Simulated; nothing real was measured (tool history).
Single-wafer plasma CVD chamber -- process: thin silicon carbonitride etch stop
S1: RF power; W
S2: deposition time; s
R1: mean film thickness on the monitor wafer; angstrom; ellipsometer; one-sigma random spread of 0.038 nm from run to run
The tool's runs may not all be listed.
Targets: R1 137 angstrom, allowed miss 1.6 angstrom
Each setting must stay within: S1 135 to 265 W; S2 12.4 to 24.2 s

| run | hour | S1 | S2 | R1 |
|---|---|---|---|---|
| 1 | 0 | 200 | 18.3 | 110.73 |
| 2 | 1.1 | 225 | 18.3 | 113.28 |
| 3 | 4.7 | 235 | 19.2 | 119.61 |
| 4 | 10.9 | 240 | 19.9 | 124.61 |
|  | 16.6 | thermocouple changed; heater temperature recalibrated |
| 5 | 16.6 | 245 | 20.4 | 127.98 |
| 6 | 20.8 | 245 | 17.9 | 112.06 |
| 7 | 25.8 | 265 | 20.8 | 132.36 |
| 8 | 27 | 265 | 21 | 133.34 |
| 9 | 28.4 | 265 | 21.2 | 135.09 |

Which of these 4 next moves meets every target?
| A | 29.8 | 255 | 21.1 | ? |
| B | 29.8 | 260 | 22.1 | ? |
| C | 29.8 | 240 | 21.9 | ? |
| D | 29.8 | 230 | 21.3 | ? |

| move | R1 |
|---|---|
| A | 133.44 |
| B | 140.3 |
| C | 136.87 |
| D | 132.04 |
A: further off than the last run
B: carries the result that was furthest off beyond its target, to the other side
C: hits every target within its allowed miss
D: further off than the last run
Correct choice: C, which meets every target

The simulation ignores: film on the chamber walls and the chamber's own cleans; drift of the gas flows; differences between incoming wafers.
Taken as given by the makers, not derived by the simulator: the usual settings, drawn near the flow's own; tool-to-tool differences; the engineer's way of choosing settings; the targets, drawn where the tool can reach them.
